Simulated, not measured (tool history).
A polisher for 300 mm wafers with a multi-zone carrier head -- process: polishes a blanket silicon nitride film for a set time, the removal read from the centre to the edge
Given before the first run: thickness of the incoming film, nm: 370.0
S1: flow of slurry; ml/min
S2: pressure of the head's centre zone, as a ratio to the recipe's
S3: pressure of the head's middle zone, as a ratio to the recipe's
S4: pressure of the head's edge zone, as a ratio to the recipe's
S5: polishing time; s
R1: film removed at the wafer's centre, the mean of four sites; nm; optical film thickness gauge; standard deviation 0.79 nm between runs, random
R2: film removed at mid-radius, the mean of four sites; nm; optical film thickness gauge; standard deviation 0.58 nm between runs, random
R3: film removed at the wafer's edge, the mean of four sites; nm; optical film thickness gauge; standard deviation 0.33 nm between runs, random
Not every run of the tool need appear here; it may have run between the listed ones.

run,hour,S1,S2,S3,S4,S5,R1,R2,R3
1,0,245,1,1,1,36,38.766,37.471,37.244
2,2.5,200,1,1,1,36,38.156,37.972,36.277
3,5.6,200,1.03,1.03,1.02,38,40.983,40.329,39.148
4,10.4,195,1.06,1.05,1.01,40,43.923,42.373,40.882
5,17.1,195,1.11,1.05,1.01,40,45.744,43.047,40.471
6,25.4,195,1.17,1.05,1.01,40,48.589,42.917,40.802

For run 7, what comes out?
7,31,210,1.17,1.08,1.02,41,?,?,?

{"run 7": {"R1": 50.354, "R2": 44.836, "R3": 42.347}}
